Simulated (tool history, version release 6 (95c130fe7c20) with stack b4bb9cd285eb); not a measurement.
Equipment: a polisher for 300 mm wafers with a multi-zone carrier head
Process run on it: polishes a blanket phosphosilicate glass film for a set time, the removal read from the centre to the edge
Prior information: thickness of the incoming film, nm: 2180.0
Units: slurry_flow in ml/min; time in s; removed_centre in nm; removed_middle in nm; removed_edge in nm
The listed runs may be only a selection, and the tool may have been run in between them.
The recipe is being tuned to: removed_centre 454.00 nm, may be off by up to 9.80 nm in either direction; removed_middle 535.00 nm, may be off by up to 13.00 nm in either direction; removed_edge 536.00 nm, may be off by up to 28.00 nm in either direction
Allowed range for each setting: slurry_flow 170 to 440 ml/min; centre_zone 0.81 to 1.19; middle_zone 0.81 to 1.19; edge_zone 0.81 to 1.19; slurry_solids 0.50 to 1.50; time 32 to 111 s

run  hour  slurry_flow  centre_zone  middle_zone  edge_zone  slurry_solids  time  removed_centre  removed_middle  removed_edge
  1   0.0          280         1.00         1.00       1.00           1.00    71          691.96          702.04        725.72
  2   6.2          270         0.96         0.99       0.97           0.90    71          615.63          632.43        678.35
  3  14.7          270         0.94         1.01       0.93           0.85    71          572.53          616.20        609.22
  4  17.2          255         0.91         1.00       0.91           0.85    71          545.66          613.35        628.83
  5  24.2          270         0.89         1.00       0.89           0.80    71          507.88          578.36        591.29
     32.6  -- edge zone pressure recalibrated
  6  32.6          335         0.89         1.00       0.89           0.80    71          521.06          587.01        562.52
  7  38.9          325         0.81         0.94       0.88           0.70    71          412.22          481.76        489.62
  8  41.2          315         0.82         0.95       0.89           0.70    71          413.23          489.11        494.89
  9  44.6          305         0.83         0.96       0.90           0.70    71          418.03          493.75        497.85
 10  50.7          295         0.84         0.97       0.91           0.70    71          423.40          495.83        498.96
 11  55.4          280         0.85         0.98       0.91           0.70    71          424.44          505.14        500.43

Pick the move, out of 4, that brings all results within their allowed miss; only one does.
  A  60.1          245         0.84         0.98       0.93           0.75    72               ?               ?             ?
  B  60.1          255         0.87         0.96       0.89           0.80    68               ?               ?             ?
  C  60.1          360         0.95         1.13       0.88           0.55    94               ?               ?             ?
  D  60.1          295         0.95         1.15       0.82           0.60    87               ?               ?             ?

move  removed_centre  removed_middle  removed_edge
   A          454.19          547.76        536.41
   B          474.66          542.91        530.69
   C          451.77          540.99        455.09
   D          476.96          580.57        468.29
A: all results land within tolerance of their targets
B: carries the result that was furthest off beyond its target, to the other side
C: the worst result of the last run now meets its target, but another is out of spec
D: carries the result that was furthest off beyond its target, to the other side
So the answer is move A, the one that meets all the targets.
